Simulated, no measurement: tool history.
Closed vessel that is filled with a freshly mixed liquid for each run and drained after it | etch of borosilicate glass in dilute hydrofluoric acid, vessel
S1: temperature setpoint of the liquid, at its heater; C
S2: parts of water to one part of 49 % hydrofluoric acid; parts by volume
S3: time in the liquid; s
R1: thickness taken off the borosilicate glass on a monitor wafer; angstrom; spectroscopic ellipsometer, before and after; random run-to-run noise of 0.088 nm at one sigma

run,day,S1,S2,S3,R1
1,0.000,23.0,80,30,89.583
2,0.033,25.5,75,30,106.990
3,0.400,27.0,70,30,123.500
4,0.492,27.0,70,30,122.860
5,0.567,24.5,70,30,110.260
6,0.704,24.5,45,30,177.120
7,1.058,23.5,45,30,169.890
8,1.317,22.5,45,30,163.030
9,1.350,22.5,45,30,161.610
10,1.438,22.5,45,30,163.630
11,1.529,22.0,45,30,159.530

Run 12 has not been measured yet. What should we expect?
12,1.858,22.0,45,30,?

Run 12 gave R1 159.700 angstrom.
